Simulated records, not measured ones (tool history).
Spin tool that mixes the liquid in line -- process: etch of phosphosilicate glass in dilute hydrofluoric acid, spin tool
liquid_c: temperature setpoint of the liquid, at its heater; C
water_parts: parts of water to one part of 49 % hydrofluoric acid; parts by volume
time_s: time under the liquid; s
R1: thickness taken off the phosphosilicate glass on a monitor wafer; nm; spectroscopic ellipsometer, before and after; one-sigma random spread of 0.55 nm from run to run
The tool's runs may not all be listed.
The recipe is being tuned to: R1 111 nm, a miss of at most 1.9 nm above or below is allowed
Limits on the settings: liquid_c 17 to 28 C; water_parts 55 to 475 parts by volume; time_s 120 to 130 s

{"run": 1, "hour": 0.0, "liquid_c": 20, "water_parts": 265, "time_s": 120, "R1": 66.071}
{"run": 2, "hour": 8.8, "liquid_c": 23.5, "water_parts": 265, "time_s": 120, "R1": 74.761}
{"run": 3, "hour": 10.8, "liquid_c": 25, "water_parts": 265, "time_s": 120, "R1": 79.447}
{"run": 4, "hour": 12.7, "liquid_c": 25, "water_parts": 340, "time_s": 120, "R1": 57.498}
{"run": 5, "hour": 19.3, "liquid_c": 25.5, "water_parts": 320, "time_s": 120, "R1": 63.173}
{"run": 6, "hour": 21.1, "liquid_c": 26, "water_parts": 300, "time_s": 120, "R1": 69.678}
{"run": 7, "hour": 26.7, "liquid_c": 28, "water_parts": 195, "time_s": 120, "R1": 127.94}
{"run": 8, "hour": 30.4, "liquid_c": 27.5, "water_parts": 195, "time_s": 120, "R1": 127.62}
{"run": 9, "hour": 34.3, "liquid_c": 27, "water_parts": 195, "time_s": 120, "R1": 124.58}
{"run": 10, "hour": 38.0, "liquid_c": 26.5, "water_parts": 195, "time_s": 120, "R1": 122.15}
{"run": 11, "hour": 44.6, "liquid_c": 26, "water_parts": 195, "time_s": 120, "R1": 120.15}
{"run": 12, "hour": 48.8, "liquid_c": 25.5, "water_parts": 195, "time_s": 120, "R1": 118.46}
{"run": 13, "hour": 52.9, "liquid_c": 25, "water_parts": 195, "time_s": 120, "R1": 115.58}
{"run": 14, "hour": 53.8, "liquid_c": 24.5, "water_parts": 195, "time_s": 120, "R1": 113.59}

5 next moves are on the table. One of them brings every result within its allowed miss. Which?
{"run": "A", "hour": 54.7, "liquid_c": 26, "water_parts": 215, "time_s": 125, "R1": "?"}
{"run": "B", "hour": 54.7, "liquid_c": 18, "water_parts": 180, "time_s": 130, "R1": "?"}
{"run": "C", "hour": 54.7, "liquid_c": 26, "water_parts": 210, "time_s": 125, "R1": "?"}
{"run": "D", "hour": 54.7, "liquid_c": 24.5, "water_parts": 190, "time_s": 120, "R1": "?"}
{"run": "E", "hour": 54.7, "liquid_c": 27, "water_parts": 205, "time_s": 120, "R1": "?"}

move=A R1=111.53
move=B R1=106.12
move=C R1=114.82
move=D R1=117.93
move=E R1=117.69
A: in spec on every target
B: moves the result that the last run missed by most past its target, out the other side
C: further off than the last run
D: further off than the last run
E: further off than the last run
Correct choice: A, which meets every target
